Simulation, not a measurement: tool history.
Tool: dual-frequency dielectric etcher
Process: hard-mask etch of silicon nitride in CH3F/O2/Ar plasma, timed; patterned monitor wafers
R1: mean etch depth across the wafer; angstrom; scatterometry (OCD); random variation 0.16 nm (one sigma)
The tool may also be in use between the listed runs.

{"run": 1, "hour": 0.0, "source power (kW)": 0.32, "bias power (kW)": 0.084, "etch time (s)": 92.0, "R1": 622.17}
{"run": 2, "hour": 3.0, "source power (kW)": 0.3, "bias power (kW)": 0.083, "etch time (s)": 92.0, "R1": 609.88}
{"run": 3, "hour": 5.7, "source power (kW)": 0.28, "bias power (kW)": 0.082, "etch time (s)": 92.0, "R1": 588.86}
{"run": 4, "hour": 12.7, "source power (kW)": 0.28, "bias power (kW)": 0.091, "etch time (s)": 92.0, "R1": 620.49}
{"run": 5, "hour": 19.5, "source power (kW)": 0.28, "bias power (kW)": 0.098, "etch time (s)": 92.0, "R1": 638.4}
{"run": 6, "hour": 20.8, "source power (kW)": 0.26, "bias power (kW)": 0.096, "etch time (s)": 92.0, "R1": 618.36}

The next listed run, before its measurement:
{"run": 7, "hour": 29.8, "source power (kW)": 0.24, "bias power (kW)": 0.095, "etch time (s)": 92.0, "R1": "?"}

Run 7 gave R1 600.26 angstrom.
